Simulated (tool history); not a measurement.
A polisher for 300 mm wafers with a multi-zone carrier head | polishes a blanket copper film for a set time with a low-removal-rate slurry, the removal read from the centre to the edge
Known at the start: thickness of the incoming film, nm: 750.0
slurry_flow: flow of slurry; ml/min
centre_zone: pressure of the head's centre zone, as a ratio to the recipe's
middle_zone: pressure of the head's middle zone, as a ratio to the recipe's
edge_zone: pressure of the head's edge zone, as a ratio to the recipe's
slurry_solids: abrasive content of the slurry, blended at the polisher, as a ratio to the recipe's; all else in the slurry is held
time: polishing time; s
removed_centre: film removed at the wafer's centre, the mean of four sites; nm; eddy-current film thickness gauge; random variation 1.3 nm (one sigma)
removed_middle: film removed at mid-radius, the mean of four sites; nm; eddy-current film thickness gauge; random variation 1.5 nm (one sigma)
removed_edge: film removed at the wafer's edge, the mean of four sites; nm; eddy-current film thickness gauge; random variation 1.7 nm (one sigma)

run  hour  slurry_flow  centre_zone  middle_zone  edge_zone  slurry_solids  time  removed_centre  removed_middle  removed_edge
  1     0          175            1            1          1              1    48          212.09          204.19        201.87
  2     1          170         0.99         0.99       0.99              1    48          206.68          203.37        205.45
  3   9.8          170         0.99         0.94       0.99              1    48          209.23          197.64           201
  4  15.5          170         1.05         0.94       0.99              1    48          221.57          193.62        201.44
  5  24.4          165         1.03         0.93       0.98              1    48          217.45          192.61        197.45
  6  29.4          160         1.01         0.92       0.98              1    48          211.51          186.36        197.65

Forecast run 7:
  7  37.5          115         0.91            1       0.93            0.9    48               ?               ?             ?

{"run 7": {"removed_centre": 168.11, "removed_middle": 183.41, "removed_edge": 176.36}}
